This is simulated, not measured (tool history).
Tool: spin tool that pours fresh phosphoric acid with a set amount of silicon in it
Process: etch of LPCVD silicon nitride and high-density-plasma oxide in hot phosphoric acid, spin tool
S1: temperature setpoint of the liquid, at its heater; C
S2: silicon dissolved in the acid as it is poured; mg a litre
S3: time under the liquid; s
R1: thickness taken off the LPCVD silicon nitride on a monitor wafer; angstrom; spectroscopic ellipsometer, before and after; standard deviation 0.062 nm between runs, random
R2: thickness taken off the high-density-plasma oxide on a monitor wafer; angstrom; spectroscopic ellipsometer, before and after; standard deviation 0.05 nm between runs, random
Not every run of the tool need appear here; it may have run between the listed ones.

run  hour     S1    S2   S3      R1      R2
  1     0    162    27  180  145.04   3.546
  2   3.3    163  26.5  180  149.67  3.7508
  3   5.2    163  11.5  180  149.73  5.3579
  4  10.8    164  13.5  180  153.83  5.8098
  5  12.3    165  13.5  180  159.58  6.6486
  6  15.5    164  13.5  180  154.96   6.522
  7  16.4  164.5  17.5  180  157.35  6.5441
     19.4  -- thermometer replaced
  8  19.4  164.5  17.5  180   150.7  4.4861

Estimate the outcome of run 9 from the log above:
  9  20.7  164.5  17  185   ?   ?

For run 9 the tool returned R1 155.03 angstrom, R2 6.17 angstrom.

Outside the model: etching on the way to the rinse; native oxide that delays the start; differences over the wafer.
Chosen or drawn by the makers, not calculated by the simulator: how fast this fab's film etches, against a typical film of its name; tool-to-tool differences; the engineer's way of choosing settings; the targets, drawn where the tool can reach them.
